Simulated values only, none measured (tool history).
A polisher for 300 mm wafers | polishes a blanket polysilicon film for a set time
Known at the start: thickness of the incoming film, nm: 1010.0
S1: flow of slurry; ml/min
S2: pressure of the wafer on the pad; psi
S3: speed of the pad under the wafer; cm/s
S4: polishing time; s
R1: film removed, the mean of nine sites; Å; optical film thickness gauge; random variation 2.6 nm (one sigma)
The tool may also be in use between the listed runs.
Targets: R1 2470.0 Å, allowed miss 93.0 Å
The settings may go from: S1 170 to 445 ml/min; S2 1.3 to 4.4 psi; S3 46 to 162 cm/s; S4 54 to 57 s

Run 1, day 0.000: S1 285 ml/min, S2 2.8 psi, S3 104 cm/s, S4 54 s. Result: R1 4158.9 Å.
Run 2, day 0.150: S1 285 ml/min, S2 2.5 psi, S3 104 cm/s, S4 54 s. Result: R1 3797.4 Å.
Run 3, day 0.429: S1 285 ml/min, S2 2.5 psi, S3 104 cm/s, S4 54 s. Result: R1 3812.2 Å.
Run 4, day 0.533: S1 285 ml/min, S2 3.1 psi, S3 104 cm/s, S4 54 s. Result: R1 4517.9 Å.
Run 5, day 0.746: S1 285 ml/min, S2 2.7 psi, S3 102 cm/s, S4 54 s. Result: R1 3960.4 Å.
Run 6, day 1.025: S1 285 ml/min, S2 2.4 psi, S3 100 cm/s, S4 54 s. Result: R1 3579.1 Å.
Run 7, day 1.150: S1 285 ml/min, S2 2.2 psi, S3 98 cm/s, S4 54 s. Result: R1 3230.0 Å.
Run 8, day 1.404: S1 285 ml/min, S2 2.0 psi, S3 98 cm/s, S4 54 s. Result: R1 3046.4 Å.
Run 9, day 1.758: S1 285 ml/min, S2 1.3 psi, S3 96 cm/s, S4 54 s. Result: R1 2208.4 Å.
Run 10, day 2.067: S1 285 ml/min, S2 1.4 psi, S3 96 cm/s, S4 54 s. Result: R1 2364.4 Å.

4 next moves are on the table. One of them brings every result within its allowed miss. Which?
Run A, day 2.375: S1 245 ml/min, S2 1.6 psi, S3 96 cm/s, S4 57 s. Result: R1 ?.
Run B, day 2.375: S1 360 ml/min, S2 1.3 psi, S3 102 cm/s, S4 54 s. Result: R1 ?.
Run C, day 2.375: S1 290 ml/min, S2 1.4 psi, S3 90 cm/s, S4 56 s. Result: R1 ?.
Run D, day 2.375: S1 270 ml/min, S2 1.3 psi, S3 96 cm/s, S4 54 s. Result: R1 ?.

move      R1
   A  2651.9
   B  2431.9
   C  2292.3
   D  2231.8
A: takes the result that was furthest off past its target
B: meets every target
C: further off than the last run
D: further off than the last run
Move B is the one to make.
